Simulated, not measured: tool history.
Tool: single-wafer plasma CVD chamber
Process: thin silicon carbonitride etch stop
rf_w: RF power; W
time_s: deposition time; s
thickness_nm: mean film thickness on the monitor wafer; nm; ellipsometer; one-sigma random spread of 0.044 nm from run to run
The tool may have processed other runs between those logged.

Run 1, hour 0.0: rf_w 175 W, time_s 16.5 s. Result: thickness_nm 8.3446 nm.
Run 2, hour 3.1: rf_w 180 W, time_s 16.7 s. Result: thickness_nm 8.6423 nm.
Run 3, hour 11.3: rf_w 180 W, time_s 15.4 s. Result: thickness_nm 7.9228 nm.
Run 4, hour 15.9: rf_w 185 W, time_s 15.7 s. Result: thickness_nm 8.1633 nm.
Run 5, hour 19.2: rf_w 185 W, time_s 14.7 s. Result: thickness_nm 7.6234 nm.
Run 6, hour 23.5: rf_w 165 W, time_s 14.7 s. Result: thickness_nm 7.3180 nm.
Run 7, hour 28.2: rf_w 175 W, time_s 15.1 s. Result: thickness_nm 7.6801 nm.

For run 8, what comes out?
Run 8, hour 32.8: rf_w 180 W, time_s 15.4 s. Result: thickness_nm ?.

{"run 8": {"thickness_nm": 7.949}}
